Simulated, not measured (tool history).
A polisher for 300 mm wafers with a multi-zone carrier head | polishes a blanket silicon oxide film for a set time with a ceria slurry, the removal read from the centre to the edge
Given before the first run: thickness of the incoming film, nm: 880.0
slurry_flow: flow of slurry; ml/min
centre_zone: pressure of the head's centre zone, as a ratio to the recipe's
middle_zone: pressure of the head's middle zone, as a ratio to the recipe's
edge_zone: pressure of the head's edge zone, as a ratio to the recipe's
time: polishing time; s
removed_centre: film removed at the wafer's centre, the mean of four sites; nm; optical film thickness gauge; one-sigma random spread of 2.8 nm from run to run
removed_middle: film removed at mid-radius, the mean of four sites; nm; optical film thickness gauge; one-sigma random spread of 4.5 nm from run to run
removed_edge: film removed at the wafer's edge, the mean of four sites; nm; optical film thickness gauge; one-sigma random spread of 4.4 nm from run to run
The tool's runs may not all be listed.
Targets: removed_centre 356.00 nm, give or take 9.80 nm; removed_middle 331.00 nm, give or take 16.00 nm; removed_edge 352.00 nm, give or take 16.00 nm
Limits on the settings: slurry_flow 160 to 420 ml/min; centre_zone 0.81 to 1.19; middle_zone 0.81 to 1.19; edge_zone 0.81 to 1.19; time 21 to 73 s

run,hour,slurry_flow,centre_zone,middle_zone,edge_zone,time,removed_centre,removed_middle,removed_edge
1,0.0,270,1.00,1.00,1.00,47,280.24,288.92,286.91
2,7.2,210,1.00,1.00,1.00,47,260.94,276.59,284.01
3,11.1,210,1.00,1.00,0.92,47,261.00,278.42,273.37
4,18.6,210,0.95,1.00,0.92,47,246.35,278.23,274.86
5,19.2,230,0.98,0.99,0.97,49,278.19,286.51,292.78
6,25.0,255,0.99,1.00,1.02,50,290.05,301.07,309.63
7,33.4,280,1.01,1.00,1.05,51,307.30,323.62,328.38
8,35.0,305,1.03,0.98,1.06,51,317.63,314.61,325.39
9,41.0,320,1.05,0.98,1.08,51,333.25,313.74,340.11
10,49.4,335,1.05,0.99,1.08,51,333.03,321.23,344.46
11,53.7,350,1.06,0.99,1.07,51,341.38,327.90,341.04
12,61.4,355,1.07,0.99,1.08,51,341.60,323.86,345.03

Below are 4 possible settings for the next run. Only one of them brings all results inside the allowed miss of their targets. Which is it?
A,69.1,365,1.12,1.01,1.17,51,?,?,?
B,69.1,390,1.05,0.99,1.08,50,?,?,?
C,69.1,265,1.06,0.88,1.04,55,?,?,?
D,69.1,355,1.04,1.04,1.19,48,?,?,?

move,removed_centre,removed_middle,removed_edge
A,353.79,334.18,355.23
B,329.86,325.21,338.66
C,340.83,304.30,350.34
D,309.49,321.26,335.76
A: in spec on every target
B: its largest miss is bigger than the last run's
C: its largest miss is bigger than the last run's
D: its largest miss is bigger than the last run's
A meets every target.
